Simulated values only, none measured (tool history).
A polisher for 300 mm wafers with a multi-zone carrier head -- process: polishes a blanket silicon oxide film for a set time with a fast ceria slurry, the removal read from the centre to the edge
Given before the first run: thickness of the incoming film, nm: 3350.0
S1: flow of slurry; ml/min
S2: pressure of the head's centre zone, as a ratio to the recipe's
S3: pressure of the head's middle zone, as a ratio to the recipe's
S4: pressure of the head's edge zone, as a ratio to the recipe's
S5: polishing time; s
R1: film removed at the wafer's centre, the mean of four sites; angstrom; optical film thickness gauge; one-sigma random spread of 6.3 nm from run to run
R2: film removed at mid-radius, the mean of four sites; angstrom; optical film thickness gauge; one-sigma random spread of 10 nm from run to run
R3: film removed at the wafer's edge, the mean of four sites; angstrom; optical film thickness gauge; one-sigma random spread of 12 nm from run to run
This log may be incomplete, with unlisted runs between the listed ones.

Run 1, day 0: S1 225 ml/min, S2 1, S3 1, S4 1, S5 60 s. Result: R1 6440.9 angstrom, R2 6593.4 angstrom, R3 6272.6 angstrom.
Run 2, day 0.271: S1 225 ml/min, S2 1, S3 1, S4 0.96, S5 60 s. Result: R1 6499.8 angstrom, R2 6596.3 angstrom, R3 6085.1 angstrom.
Run 3, day 0.396: S1 225 ml/min, S2 1, S3 1.04, S4 0.96, S5 60 s. Result: R1 6463.1 angstrom, R2 6848.2 angstrom, R3 6253.6 angstrom.
Run 4, day 0.45: S1 225 ml/min, S2 1, S3 1.04, S4 1.04, S5 60 s. Result: R1 6544.1 angstrom, R2 6749.5 angstrom, R3 6469.3 angstrom.
Run 5, day 0.783: S1 225 ml/min, S2 1, S3 1.04, S4 1.04, S5 51 s. Result: R1 5491.2 angstrom, R2 5804.6 angstrom, R3 5403.8 angstrom.
Run 6, day 0.804: S1 225 ml/min, S2 1, S3 0.98, S4 1.04, S5 51 s. Result: R1 5559.5 angstrom, R2 5454.9 angstrom, R3 5449.3 angstrom.
Run 7, day 1.104: S1 235 ml/min, S2 1.01, S3 1.02, S4 1.06, S5 55 s. Result: R1 6135.6 angstrom, R2 6236.3 angstrom, R3 5914.7 angstrom.
Run 8, day 1.417: S1 235 ml/min, S2 1.01, S3 1.02, S4 1.06, S5 55 s. Result: R1 5995.9 angstrom, R2 6071 angstrom, R3 5866 angstrom.

Predict the results of run 9:
Run 9, day 1.692: S1 230 ml/min, S2 1.02, S3 1.04, S4 1.07, S5 59 s. Result: R1 ?, R2 ?, R3 ?.

{"run 9": {"R1": 6474, "R2": 6590.2, "R3": 6586.9}}
